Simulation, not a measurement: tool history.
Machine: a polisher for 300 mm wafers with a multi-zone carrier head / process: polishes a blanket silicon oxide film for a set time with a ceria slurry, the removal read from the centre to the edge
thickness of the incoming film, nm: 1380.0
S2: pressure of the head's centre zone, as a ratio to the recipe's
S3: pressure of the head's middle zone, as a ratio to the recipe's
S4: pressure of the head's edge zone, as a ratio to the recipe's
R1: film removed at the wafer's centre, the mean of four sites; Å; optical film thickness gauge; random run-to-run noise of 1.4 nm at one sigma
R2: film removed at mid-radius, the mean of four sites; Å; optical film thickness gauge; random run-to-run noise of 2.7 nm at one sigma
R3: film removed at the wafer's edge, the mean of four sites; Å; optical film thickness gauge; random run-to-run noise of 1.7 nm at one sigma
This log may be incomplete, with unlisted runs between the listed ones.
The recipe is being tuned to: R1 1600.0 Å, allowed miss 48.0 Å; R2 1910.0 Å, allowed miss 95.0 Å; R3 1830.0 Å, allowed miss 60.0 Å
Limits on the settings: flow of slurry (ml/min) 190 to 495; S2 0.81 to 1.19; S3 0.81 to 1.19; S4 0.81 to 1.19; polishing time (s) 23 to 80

run 1 hour=0.0 | flow_of_slurry_(ml/min)=320 S2=1.00 S3=1.00 S4=1.00 polishing_time_(s)=51 | R1=2333.2 R2=2321.9 R3=2353.7
run 2 hour=7.5 | flow_of_slurry_(ml/min)=315 S2=0.97 S3=1.00 S4=0.98 polishing_time_(s)=49 | R1=2144.8 R2=2237.1 R3=2206.8
run 3 hour=8.6 | flow_of_slurry_(ml/min)=280 S2=0.97 S3=1.00 S4=0.98 polishing_time_(s)=49 | R1=2125.8 R2=2199.5 R3=2195.5
run 4 hour=9.4 | flow_of_slurry_(ml/min)=280 S2=0.97 S3=1.06 S4=0.98 polishing_time_(s)=49 | R1=2122.1 R2=2313.7 R3=2206.4
run 5 hour=10.3 | flow_of_slurry_(ml/min)=275 S2=0.95 S3=1.04 S4=0.97 polishing_time_(s)=48 | R1=2036.8 R2=2188.1 R3=2145.5
run 6 hour=13.7 | flow_of_slurry_(ml/min)=275 S2=0.93 S3=1.04 S4=0.95 polishing_time_(s)=47 | R1=1959.3 R2=2183.1 R3=2096.4
run 7 hour=15.1 | flow_of_slurry_(ml/min)=265 S2=0.83 S3=0.98 S4=0.88 polishing_time_(s)=40 | R1=1535.5 R2=1727.8 R3=1673.5
run 8 hour=18.2 | flow_of_slurry_(ml/min)=270 S2=0.83 S3=0.99 S4=0.90 polishing_time_(s)=40 | R1=1505.0 R2=1784.3 R3=1756.9
run 9 hour=25.2 | flow_of_slurry_(ml/min)=270 S2=0.83 S3=0.99 S4=0.90 polishing_time_(s)=40 | R1=1511.6 R2=1807.5 R3=1695.6

4 candidate next runs follow, results not yet known. Just one meets every target within its allowed miss. Identify it.
run A hour=32.2 | flow_of_slurry_(ml/min)=250 S2=0.81 S3=0.95 S4=0.96 polishing_time_(s)=44 | R1=? R2=? R3=?
run B hour=32.2 | flow_of_slurry_(ml/min)=260 S2=0.86 S3=1.08 S4=0.81 polishing_time_(s)=45 | R1=? R2=? R3=?
run C hour=32.2 | flow_of_slurry_(ml/min)=380 S2=0.82 S3=1.01 S4=0.92 polishing_time_(s)=41 | R1=? R2=? R3=?
run D hour=32.2 | flow_of_slurry_(ml/min)=355 S2=0.83 S3=1.05 S4=0.85 polishing_time_(s)=45 | R1=? R2=? R3=?

move=A R1=1583.0 R2=1900.5 R3=1936.5
move=B R1=1712.2 R2=2161.5 R3=1836.7
move=C R1=1559.2 R2=1935.6 R3=1823.3
move=D R1=1718.7 R2=2179.1 R3=1921.3
A: carries the result that was furthest off beyond its target, to the other side
B: the furthest-off result lands on target, but another misses its tolerance
C: hits every target within its allowed miss
D: carries the result that was furthest off beyond its target, to the other side
So the answer is move C, the one that meets all the targets.

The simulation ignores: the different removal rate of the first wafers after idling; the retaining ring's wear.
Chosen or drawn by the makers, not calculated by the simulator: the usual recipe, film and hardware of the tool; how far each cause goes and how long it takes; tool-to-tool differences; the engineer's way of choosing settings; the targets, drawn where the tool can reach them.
